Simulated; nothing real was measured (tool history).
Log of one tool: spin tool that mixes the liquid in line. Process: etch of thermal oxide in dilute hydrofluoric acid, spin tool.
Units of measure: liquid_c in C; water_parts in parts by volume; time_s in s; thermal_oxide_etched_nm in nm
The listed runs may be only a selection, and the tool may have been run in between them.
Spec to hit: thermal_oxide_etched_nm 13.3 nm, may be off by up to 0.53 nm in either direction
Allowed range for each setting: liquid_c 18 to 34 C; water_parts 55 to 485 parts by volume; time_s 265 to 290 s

| run | day | liquid_c | water_parts | time_s | thermal_oxide_etched_nm |
|---|---|---|---|---|---|
| 1 | 0 | 26 | 270 | 265 | 4.0259 |
| 2 | 0.246 | 26 | 270 | 265 | 3.9609 |
| 3 | 0.479 | 27.5 | 225 | 265 | 5.3057 |
| 4 | 0.546 | 28.5 | 195 | 265 | 6.5547 |
| 5 | 0.688 | 29.5 | 175 | 265 | 7.7842 |
| 6 | 0.746 | 30.5 | 160 | 265 | 8.9673 |
| 7 | 0.846 | 31 | 150 | 265 | 9.6109 |
| 8 | 0.883 | 34 | 90 | 265 | 19.612 |
| 9 | 1.054 | 33 | 90 | 265 | 19.129 |

Of the 5 settings listed for the next run, only one would bring every result within its allowed miss of target. Which one?
| A | 1.225 | 32 | 115 | 275 | ? |
| B | 1.225 | 33.5 | 105 | 270 | ? |
| C | 1.225 | 34 | 115 | 265 | ? |
| D | 1.225 | 27.5 | 100 | 280 | ? |
| E | 1.225 | 26.5 | 105 | 275 | ? |

| move | thermal_oxide_etched_nm |
|---|---|
| A | 14.414 |
| B | 16.609 |
| C | 14.926 |
| D | 14.568 |
| E | 13.026 |
A: an improvement on the last run, though not all results are within tolerance
B: an improvement on the last run, though not all results are within tolerance
C: an improvement on the last run, though not all results are within tolerance
D: an improvement on the last run, though not all results are within tolerance
E: in spec on every target
Answer: E

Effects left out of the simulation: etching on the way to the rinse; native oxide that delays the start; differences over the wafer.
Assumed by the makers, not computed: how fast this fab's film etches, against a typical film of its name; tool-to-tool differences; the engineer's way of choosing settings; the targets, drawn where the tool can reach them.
